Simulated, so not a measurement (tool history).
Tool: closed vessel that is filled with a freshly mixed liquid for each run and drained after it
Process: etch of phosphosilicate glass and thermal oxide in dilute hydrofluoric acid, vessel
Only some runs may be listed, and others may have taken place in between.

| run | hour | temperature setpoint of the liquid (°C) | parts of water to one part of 49 % hydrofluoric acid (parts by volume) | time in the liquid (s) | thickness taken off the phosphosilicate glass on a monitor wafer (nm) | thickness taken off the thermal oxide on a monitor wafer (nm) |
|---|---|---|---|---|---|---|
| 1 | 0 | 24 | 55 | 60 | 160.69 | 5.0809 |
| 2 | 2.6 | 26.5 | 55 | 60 | 179.05 | 5.6157 |
| 3 | 7.3 | 26.5 | 55 | 45 | 133.05 | 4.2669 |
| 4 | 11.3 | 26.5 | 45 | 45 | 166.07 | 5.2769 |
| 5 | 19.1 | 26.5 | 45 | 55 | 205 | 6.3616 |
| 6 | 20.2 | 26.5 | 45 | 80 | 297.61 | 9.3946 |
| 7 | 25.6 | 25 | 45 | 80 | 278.7 | 8.7712 |
| 8 | 29.4 | 24 | 45 | 80 | 268.46 | 8.4916 |

Run 9 has not been measured yet. What should we expect?
| 9 | 38.4 | 23.5 | 45 | 80 | ? | ? |

Run 9 produced thickness taken off the phosphosilicate glass on a monitor wafer (nm) 261.74, thickness taken off the thermal oxide on a monitor wafer (nm) 8.3148.
